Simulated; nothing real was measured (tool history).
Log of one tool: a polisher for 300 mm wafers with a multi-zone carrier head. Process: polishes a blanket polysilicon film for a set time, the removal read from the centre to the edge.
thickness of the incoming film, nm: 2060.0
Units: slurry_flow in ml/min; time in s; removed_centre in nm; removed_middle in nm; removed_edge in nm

{"run": 1, "day": 0.0, "slurry_flow": 135, "centre_zone": 1.0, "middle_zone": 1.0, "edge_zone": 1.0, "time": 73, "removed_centre": 375.99, "removed_middle": 387.57, "removed_edge": 386.17}
{"run": 2, "day": 0.283, "slurry_flow": 135, "centre_zone": 1.0, "middle_zone": 1.08, "edge_zone": 1.0, "time": 73, "removed_centre": 376.12, "removed_middle": 404.89, "removed_edge": 385.21}
{"run": 3, "day": 0.346, "slurry_flow": 160, "centre_zone": 1.0, "middle_zone": 1.08, "edge_zone": 1.0, "time": 73, "removed_centre": 391.03, "removed_middle": 419.82, "removed_edge": 391.7}
{"run": 4, "day": 0.554, "slurry_flow": 160, "centre_zone": 1.07, "middle_zone": 1.08, "edge_zone": 1.0, "time": 73, "removed_centre": 418.15, "removed_middle": 415.84, "removed_edge": 386.46}
{"run": 5, "day": 0.592, "slurry_flow": 150, "centre_zone": 1.03, "middle_zone": 1.05, "edge_zone": 0.98, "time": 64, "removed_centre": 348.38, "removed_middle": 357.79, "removed_edge": 336.75}
{"run": 6, "day": 0.892, "slurry_flow": 140, "centre_zone": 1.0, "middle_zone": 1.01, "edge_zone": 0.96, "time": 57, "removed_centre": 295.59, "removed_middle": 298.63, "removed_edge": 292.19}
{"run": 7, "day": 1.175, "slurry_flow": 130, "centre_zone": 0.96, "middle_zone": 0.99, "edge_zone": 0.93, "time": 54, "removed_centre": 265.12, "removed_middle": 275.66, "removed_edge": 273.86}
{"run": 8, "day": 1.296, "slurry_flow": 125, "centre_zone": 0.93, "middle_zone": 0.98, "edge_zone": 0.91, "time": 51, "removed_centre": 241.32, "removed_middle": 257.37, "removed_edge": 255.23}
{"run": 9, "day": 1.608, "slurry_flow": 120, "centre_zone": 0.91, "middle_zone": 0.97, "edge_zone": 0.89, "time": 50, "removed_centre": 232.58, "removed_middle": 245.61, "removed_edge": 247.54}

Run 10 comes next. What will it give?
{"run": 10, "day": 1.746, "slurry_flow": 115, "centre_zone": 0.89, "middle_zone": 0.97, "edge_zone": 0.87, "time": 49, "removed_centre": "?", "removed_middle": "?", "removed_edge": "?"}

{"run 10": {"removed_centre": 221.57, "removed_middle": 245.85, "removed_edge": 237.1}}
